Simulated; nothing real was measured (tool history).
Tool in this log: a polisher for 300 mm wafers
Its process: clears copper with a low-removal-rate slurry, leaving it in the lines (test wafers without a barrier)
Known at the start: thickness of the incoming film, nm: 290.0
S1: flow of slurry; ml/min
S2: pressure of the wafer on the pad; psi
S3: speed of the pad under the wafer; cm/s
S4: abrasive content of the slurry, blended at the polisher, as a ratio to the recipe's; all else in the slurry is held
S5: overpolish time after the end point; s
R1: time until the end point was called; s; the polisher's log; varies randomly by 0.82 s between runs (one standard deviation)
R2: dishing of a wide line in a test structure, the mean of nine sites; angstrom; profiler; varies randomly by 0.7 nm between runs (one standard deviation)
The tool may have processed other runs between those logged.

run	hour	S1	S2	S3	S4	S5	R1	R2
1	0.0	305	3.0	106	1.0	13	88.943	299.54
2	5.1	270	3.0	106	1.0	13	91.081	293.46
3	9.0	270	3.5	106	1.0	13	80.361	319.16
4	12.1	270	3.5	106	1.0	15	79.125	363.28
5	15.3	270	3.5	128	1.0	15	67.083	438.83
6	22.2	270	3.5	128	0.8	15	68.784	432.41
7	31.2	265	3.4	128	0.8	15	70.237	408.12
# hour 34.5: slurry blender recalibrated
8	34.5	265	3.3	128	0.8	15	68.250	434.51
9	38.8	265	3.1	128	0.8	15	73.717	417.65
10	41.6	265	3.0	128	0.8	15	74.455	382.96

Estimate the outcome of run 11 from the log above:
11	46.9	265	2.8	128	0.8	15	?	?

{"run 11": {"R1": 78.111, "R2": 371.27}}
